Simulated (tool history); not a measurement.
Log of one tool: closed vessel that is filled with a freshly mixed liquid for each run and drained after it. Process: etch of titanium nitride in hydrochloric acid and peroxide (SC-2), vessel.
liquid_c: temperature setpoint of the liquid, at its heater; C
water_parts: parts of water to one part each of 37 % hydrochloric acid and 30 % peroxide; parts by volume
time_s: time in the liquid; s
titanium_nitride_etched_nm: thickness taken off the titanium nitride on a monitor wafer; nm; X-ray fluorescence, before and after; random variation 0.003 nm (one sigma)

| run | hour | liquid_c | water_parts | time_s | titanium_nitride_etched_nm |
|---|---|---|---|---|---|
| 1 | 0 | 55 | 8 | 75 | 2.4368 |
| 2 | 9.1 | 57.5 | 8 | 75 | 2.85 |
| 3 | 15.6 | 55 | 8 | 75 | 2.4305 |
| 4 | 21.4 | 55 | 8 | 75 | 2.458 |
| 5 | 28.7 | 52.5 | 8 | 75 | 2.0707 |
| 6 | 37.2 | 50.5 | 8 | 75 | 1.8197 |
| 7 | 46.5 | 42.5 | 8.5 | 75 | 1.0072 |

Run 8 comes next. What will it give?
| 8 | 49.6 | 42 | 8.5 | 75 | ? |

{"run 8": {"titanium_nitride_etched_nm": 0.97632}}
